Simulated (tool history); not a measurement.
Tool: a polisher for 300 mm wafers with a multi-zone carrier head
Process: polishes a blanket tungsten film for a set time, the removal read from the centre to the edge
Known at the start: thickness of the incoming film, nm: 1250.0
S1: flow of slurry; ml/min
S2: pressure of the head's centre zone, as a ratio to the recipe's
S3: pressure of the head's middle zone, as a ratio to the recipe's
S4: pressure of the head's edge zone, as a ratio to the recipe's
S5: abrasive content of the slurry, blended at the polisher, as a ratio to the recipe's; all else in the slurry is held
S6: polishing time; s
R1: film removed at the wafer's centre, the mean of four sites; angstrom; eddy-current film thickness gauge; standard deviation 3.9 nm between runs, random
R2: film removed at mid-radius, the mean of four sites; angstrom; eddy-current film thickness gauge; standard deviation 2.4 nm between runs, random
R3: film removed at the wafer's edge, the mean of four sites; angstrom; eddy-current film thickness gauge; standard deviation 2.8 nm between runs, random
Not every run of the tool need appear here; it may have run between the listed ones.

run 1 hour=0.0 | S1=160 S2=1.00 S3=1.00 S4=1.00 S5=1.00 S6=67 | R1=4296.6 R2=4415.7 R3=4468.9
run 2 hour=4.1 | S1=150 S2=1.02 S3=0.94 S4=0.98 S5=0.85 S6=60 | R1=3826.2 R2=3687.7 R3=3856.1
run 3 hour=9.8 | S1=150 S2=1.02 S3=0.94 S4=1.01 S5=0.85 S6=60 | R1=3857.0 R2=3650.7 R3=3892.0
run 4 hour=14.5 | S1=140 S2=1.03 S3=0.90 S4=1.01 S5=0.75 S6=54 | R1=3314.9 R2=3026.2 R3=3394.7
run 5 hour=18.1 | S1=160 S2=1.03 S3=0.90 S4=1.01 S5=0.75 S6=54 | R1=3407.5 R2=3148.7 R3=3447.2
run 6 hour=19.7 | S1=150 S2=1.05 S3=0.87 S4=1.00 S5=0.65 S6=51 | R1=3161.0 R2=2794.5 R3=3116.4
run 7 hour=27.4 | S1=140 S2=1.06 S3=0.85 S4=0.99 S5=0.60 S6=50 | R1=3100.5 R2=2553.6 R3=3069.5

Run 8 has not been measured yet. What should we expect?
run 8 hour=35.6 | S1=140 S2=1.06 S3=0.85 S4=0.97 S5=0.55 S6=49 | R1=? R2=? R3=?

For run 8 the tool returned R1 2911.0 angstrom, R2 2471.3 angstrom, R3 2891.0 angstrom.
